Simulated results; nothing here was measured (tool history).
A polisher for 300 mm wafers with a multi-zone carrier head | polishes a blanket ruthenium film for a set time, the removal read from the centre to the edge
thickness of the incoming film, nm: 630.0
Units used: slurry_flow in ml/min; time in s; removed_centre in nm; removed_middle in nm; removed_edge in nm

run	hour	slurry_flow	centre_zone	middle_zone	edge_zone	time	removed_centre	removed_middle	removed_edge
1	0.0	230	1.00	1.00	1.00	42	25.291	26.064	24.934
2	4.5	280	1.00	1.00	1.00	42	25.910	27.053	25.953
3	9.8	280	1.00	1.00	1.05	42	25.902	26.462	26.100
4	11.4	280	1.00	1.03	1.05	42	26.154	27.823	26.398
5	15.7	280	1.00	1.03	1.09	42	25.990	28.232	26.859
6	23.0	285	1.01	1.04	1.10	43	27.393	28.647	27.636
7	24.5	285	1.01	1.04	1.10	43	27.172	29.133	27.340
8	26.8	290	1.01	1.05	1.11	44	28.052	29.323	28.517
9	35.5	290	1.01	1.07	1.11	44	27.739	29.817	28.429
10	39.0	290	1.02	1.09	1.10	45	28.161	30.859	28.822
11	44.1	295	1.03	1.11	1.10	46	29.243	32.563	29.016
12	50.2	300	1.03	1.12	1.11	46	29.219	31.961	29.237

What does the tool deliver on the next run?
13	52.0	300	1.03	1.13	1.11	46	?	?	?

Run 13 gave removed_centre 28.848 nm, removed_middle 32.067 nm, removed_edge 29.345 nm.

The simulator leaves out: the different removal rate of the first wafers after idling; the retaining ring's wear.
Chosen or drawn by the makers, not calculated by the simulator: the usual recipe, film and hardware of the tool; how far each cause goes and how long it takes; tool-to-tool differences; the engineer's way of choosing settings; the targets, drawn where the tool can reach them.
